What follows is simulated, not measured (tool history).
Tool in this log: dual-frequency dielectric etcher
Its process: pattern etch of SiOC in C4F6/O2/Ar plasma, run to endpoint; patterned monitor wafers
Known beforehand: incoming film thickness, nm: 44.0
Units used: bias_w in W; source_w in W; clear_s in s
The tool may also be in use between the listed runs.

| run | hour | bias_w | source_w | clear_s |
|---|---|---|---|---|
| 1 | 0 | 381 | 350 | 16.567 |
| 2 | 8.3 | 391 | 350 | 16.609 |
| 3 | 12.9 | 391 | 290 | 17.816 |
| 4 | 21.4 | 437 | 290 | 16.906 |
| 5 | 25.8 | 437 | 240 | 18.291 |
| 6 | 33.3 | 373 | 240 | 19.513 |
| 7 | 35.3 | 387 | 250 | 19.126 |
| 8 | 43.9 | 400 | 260 | 18.303 |
| 9 | 50.8 | 400 | 260 | 18.476 |

Forecast run 10:
| 10 | 56.3 | 412 | 270 | ? |

{"run 10": {"clear_s": 17.895}}

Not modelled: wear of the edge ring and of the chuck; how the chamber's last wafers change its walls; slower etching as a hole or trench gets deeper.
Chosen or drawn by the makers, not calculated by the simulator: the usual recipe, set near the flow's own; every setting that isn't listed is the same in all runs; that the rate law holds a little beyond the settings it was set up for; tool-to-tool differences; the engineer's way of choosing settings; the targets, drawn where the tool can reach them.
